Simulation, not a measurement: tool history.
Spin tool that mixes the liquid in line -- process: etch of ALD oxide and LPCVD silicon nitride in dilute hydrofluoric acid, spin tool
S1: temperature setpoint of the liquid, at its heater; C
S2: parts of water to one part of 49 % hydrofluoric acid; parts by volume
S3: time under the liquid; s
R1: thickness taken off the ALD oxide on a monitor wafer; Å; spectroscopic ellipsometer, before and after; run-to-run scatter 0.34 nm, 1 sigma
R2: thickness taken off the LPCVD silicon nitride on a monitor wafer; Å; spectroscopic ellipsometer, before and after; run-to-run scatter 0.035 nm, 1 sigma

run 1 day=0 | S1=24 S2=155 S3=180 | R1=296.53 R2=5.2841
run 2 day=0.288 | S1=24.5 S2=145 S3=180 | R1=323.55 R2=5.6483
run 3 day=0.55 | S1=24.5 S2=125 S3=180 | R1=390.33 R2=6.292
run 4 day=0.908 | S1=22.5 S2=125 S3=180 | R1=361.5 R2=6.0455
run 5 day=1.088 | S1=22.5 S2=125 S3=220 | R1=435.18 R2=6.8863
run 6 day=1.458 | S1=23 S2=125 S3=220 | R1=446.82 R2=7.0449

Run 7 is up next; what results do you expect?
run 7 day=1.6 | S1=23.5 S2=125 S3=220 | R1=? R2=?

{"run 7": {"R1": 455.41, "R2": 7.0383}}
